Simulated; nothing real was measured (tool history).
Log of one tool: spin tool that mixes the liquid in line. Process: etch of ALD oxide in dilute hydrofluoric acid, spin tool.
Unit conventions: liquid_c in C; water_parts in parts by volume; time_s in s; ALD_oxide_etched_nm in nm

{"run": 1, "hour": 0.0, "liquid_c": 21, "water_parts": 190, "time_s": 260, "ALD_oxide_etched_nm": 16.765}
{"run": 2, "hour": 5.9, "liquid_c": 23, "water_parts": 175, "time_s": 260, "ALD_oxide_etched_nm": 19.917}
{"run": 3, "hour": 14.0, "liquid_c": 24.5, "water_parts": 165, "time_s": 260, "ALD_oxide_etched_nm": 22.93}
{"run": 4, "hour": 18.7, "liquid_c": 25.5, "water_parts": 160, "time_s": 260, "ALD_oxide_etched_nm": 24.737}
{"run": 5, "hour": 23.4, "liquid_c": 25.5, "water_parts": 215, "time_s": 260, "ALD_oxide_etched_nm": 17.113}
{"run": 6, "hour": 30.3, "liquid_c": 25.5, "water_parts": 215, "time_s": 285, "ALD_oxide_etched_nm": 18.814}

Forecast run 7:
{"run": 7, "hour": 32.1, "liquid_c": 26.5, "water_parts": 200, "time_s": 285, "ALD_oxide_etched_nm": "?"}

{"run 7": {"ALD_oxide_etched_nm": 21.279}}
